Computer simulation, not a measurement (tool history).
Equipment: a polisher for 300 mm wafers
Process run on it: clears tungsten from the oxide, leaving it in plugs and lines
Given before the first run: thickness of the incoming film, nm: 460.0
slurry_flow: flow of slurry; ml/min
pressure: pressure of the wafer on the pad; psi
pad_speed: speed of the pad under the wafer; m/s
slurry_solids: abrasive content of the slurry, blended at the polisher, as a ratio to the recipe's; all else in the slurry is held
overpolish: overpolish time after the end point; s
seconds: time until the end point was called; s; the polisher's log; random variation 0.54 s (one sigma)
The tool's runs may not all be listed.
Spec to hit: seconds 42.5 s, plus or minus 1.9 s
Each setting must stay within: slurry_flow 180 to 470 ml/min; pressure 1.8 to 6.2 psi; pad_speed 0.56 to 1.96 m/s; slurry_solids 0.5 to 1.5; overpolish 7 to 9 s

run	day	slurry_flow	pressure	pad_speed	slurry_solids	overpolish	seconds
1	0	300	4	1.26	1	9	80.326
2	0.317	300	4.4	1.28	1	9	70.563
3	0.467	300	4.4	1.4	1	9	65.972
4	0.754	300	4.4	1.14	1	9	81.64
5	1.025	300	4.7	1.18	1	9	72.592
6	1.271	300	4.9	1.22	1	9	68.665
7	1.458	300	5.1	1.26	1	9	63.38
8	1.642	300	5.3	1.3	1	9	59.675
9	1.804	300	5.4	1.34	1	9	56.235
10	2.038	300	5.5	1.36	1	9	54.571
11	2.288	300	5.6	1.38	1	9	54.194
12	2.508	300	5.7	1.42	1	9	50.29
13	2.871	300	5.8	1.44	1	9	49.347
14	3.112	300	5.9	1.46	1	9	47.901
15	3.3	300	5.9	1.48	1	9	47.237
16	3.488	300	5.9	1.5	1	9	46.319

5 candidate next runs follow, results not yet known. Just one meets every target within its allowed miss. Identify it.
A	3.675	315	5.7	1.44	1.15	7	?
B	3.675	255	6.2	1.4	0.95	9	?
C	3.675	205	6.2	1.48	1.3	7	?
D	3.675	195	6.1	1.78	1.05	9	?
E	3.675	420	6.1	1.36	1	7	?

move	seconds
A	48.714
B	49.002
C	43.59
D	39.145
E	49.063
A: misses by more than the last run did
B: misses by more than the last run did
C: hits every target within its allowed miss
D: moves the result that the last run missed by most past its target, out the other side
E: misses by more than the last run did
Correct choice: C, which meets every target

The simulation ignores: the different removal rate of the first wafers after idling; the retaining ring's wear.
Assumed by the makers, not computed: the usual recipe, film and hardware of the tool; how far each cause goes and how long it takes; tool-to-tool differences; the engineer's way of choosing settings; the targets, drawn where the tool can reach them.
